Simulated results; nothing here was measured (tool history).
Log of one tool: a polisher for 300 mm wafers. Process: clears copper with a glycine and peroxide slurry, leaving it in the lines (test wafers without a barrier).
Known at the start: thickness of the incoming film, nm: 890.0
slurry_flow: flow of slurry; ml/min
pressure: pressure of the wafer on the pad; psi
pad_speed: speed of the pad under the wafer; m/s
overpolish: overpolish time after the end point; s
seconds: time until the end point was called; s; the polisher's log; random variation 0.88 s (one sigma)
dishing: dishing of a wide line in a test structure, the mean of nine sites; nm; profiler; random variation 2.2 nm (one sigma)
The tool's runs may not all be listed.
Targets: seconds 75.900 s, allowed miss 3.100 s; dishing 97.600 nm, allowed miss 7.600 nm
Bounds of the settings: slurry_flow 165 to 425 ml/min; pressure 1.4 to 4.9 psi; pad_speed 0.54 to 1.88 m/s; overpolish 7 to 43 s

run	day	slurry_flow	pressure	pad_speed	overpolish	seconds	dishing
1	0.000	275	3.1	1.20	22	111.940	91.649
2	0.133	275	3.1	0.94	22	141.520	80.972
3	0.308	320	3.1	0.94	22	135.360	83.134
4	0.504	320	3.1	0.94	29	140.240	97.401
5	0.704	320	3.5	0.94	29	129.800	106.360
6	0.829	390	3.5	0.94	29	126.880	103.930
7	0.958	390	3.5	0.94	29	126.510	104.990
8	1.071	395	3.9	1.00	25	114.710	101.660
9	1.158	400	4.2	1.10	22	97.833	101.600

5 next moves are on the table. One of them brings every result within its allowed miss. Which?
A	1.246	340	4.9	1.34	11	?	?
B	1.246	415	4.9	1.16	17	?	?
C	1.246	390	4.2	1.48	16	?	?
D	1.246	425	4.9	1.20	14	?	?
E	1.246	405	3.7	1.40	18	?	?

move	seconds	dishing
A	77.675	80.461
B	87.115	100.900
C	77.581	102.860
D	84.381	90.355
E	87.909	101.900
A: brings the result that was furthest off to its target, and leaves another outside
B: nearer than the last run, and not there yet
C: meets every target
D: nearer than the last run, and not there yet
E: nearer than the last run, and not there yet
Move C is the one to make.
